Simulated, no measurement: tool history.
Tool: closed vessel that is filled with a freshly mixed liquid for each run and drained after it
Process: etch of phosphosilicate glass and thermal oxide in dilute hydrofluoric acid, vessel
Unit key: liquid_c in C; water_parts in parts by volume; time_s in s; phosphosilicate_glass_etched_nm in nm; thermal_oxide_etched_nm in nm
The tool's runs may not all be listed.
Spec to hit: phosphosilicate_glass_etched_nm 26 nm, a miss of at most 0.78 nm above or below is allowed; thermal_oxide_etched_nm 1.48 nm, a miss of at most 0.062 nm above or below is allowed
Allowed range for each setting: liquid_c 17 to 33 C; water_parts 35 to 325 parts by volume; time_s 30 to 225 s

run,hour,liquid_c,water_parts,time_s,phosphosilicate_glass_etched_nm,thermal_oxide_etched_nm
1,0,25,180,115,47.636,2.7748
2,2.1,25,180,155,64.157,3.6814
3,7.7,23,200,155,53.471,3.0741
4,11.5,21.5,220,155,45.058,2.4899
5,14.3,21.5,220,175,51.061,2.8614
6,18.3,21.5,260,175,41.048,2.3726
7,24.9,20.5,275,175,36.872,2.1169
8,27.1,20,285,175,34.288,2.0007
9,28.8,19.5,290,175,32.897,1.9214

Exactly one of the 4 candidate moves below puts every result within its allowed miss. Which one?
A,30.5,17,275,155,?,?
B,30.5,17,185,80,?,?
C,30.5,17,240,110,?,?
D,30.5,18,275,135,?,?

move,phosphosilicate_glass_etched_nm,thermal_oxide_etched_nm
A,28.983,1.645
B,24.089,1.3673
C,24.293,1.3788
D,26.224,1.4884
A: closer than the last run, but not yet in spec
B: moves the result that the last run missed by most past its target, out the other side
C: moves the result that the last run missed by most past its target, out the other side
D: all results land within tolerance of their targets
D is the move that brings every result within its allowed miss.
